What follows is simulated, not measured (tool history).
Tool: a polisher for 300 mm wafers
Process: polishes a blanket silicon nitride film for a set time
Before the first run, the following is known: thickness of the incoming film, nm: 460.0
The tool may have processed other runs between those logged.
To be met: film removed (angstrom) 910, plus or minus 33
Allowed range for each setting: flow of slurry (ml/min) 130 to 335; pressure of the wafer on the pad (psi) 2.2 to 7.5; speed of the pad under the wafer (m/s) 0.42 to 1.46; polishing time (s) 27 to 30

run  hour  flow of slurry (ml/min)  pressure of the wafer on the pad (psi)  speed of the pad under the wafer (m/s)  polishing time (s)  film removed (angstrom)
  1     0                      215                                     4.8                                    0.94                  30                   558.37
  2   4.4                      265                                     4.8                                    0.94                  30                    558.4
  3     6                      265                                     4.8                                    0.94                  30                   571.94
  4    10                      265                                     4.8                                    1.04                  30                   632.63
  5    14                      265                                     4.3                                    1.04                  30                      555
  6  18.4                      265                                     3.5                                    1.04                  30                   458.31
  7  25.8                      265                                     4.1                                    1.04                  30                   538.41
  8  28.2                      265                                     4.6                                    1.04                  30                   603.82
  9  32.8                      265                                       5                                    1.04                  30                   631.51
 10  38.7                      265                                     5.4                                    1.04                  30                   683.02
 11  43.8                      265                                     5.7                                    1.04                  30                   739.38
 12  46.9                      265                                     5.9                                    1.04                  30                   763.95
 13  55.4                      265                                     6.1                                    1.04                  30                   774.26
 14  59.9                      265                                     6.3                                    1.04                  30                   813.67
 15  66.7                      265                                     6.4                                    1.04                  30                   813.33

Exactly one of the 5 candidate moves below puts every result within its allowed miss. Which one?
  A  73.5                      265                                     6.4                                    1.02                  27                        ?
  B  73.5                      255                                     6.2                                       1                  30                        ?
  C  73.5                      310                                     6.9                                    0.92                  27                        ?
  D  73.5                      290                                     6.7                                     1.1                  30                        ?
  E  73.5                      245                                     6.3                                    1.02                  27                        ?

move  film removed (angstrom)
   A                   723.32
   B                   763.67
   C                   728.03
   D                   901.11
   E                   706.04
A: the biggest miss grows against the last run
B: the biggest miss grows against the last run
C: the biggest miss grows against the last run
D: each result inside its tolerance
E: the biggest miss grows against the last run
Go with D: it meets all targets.

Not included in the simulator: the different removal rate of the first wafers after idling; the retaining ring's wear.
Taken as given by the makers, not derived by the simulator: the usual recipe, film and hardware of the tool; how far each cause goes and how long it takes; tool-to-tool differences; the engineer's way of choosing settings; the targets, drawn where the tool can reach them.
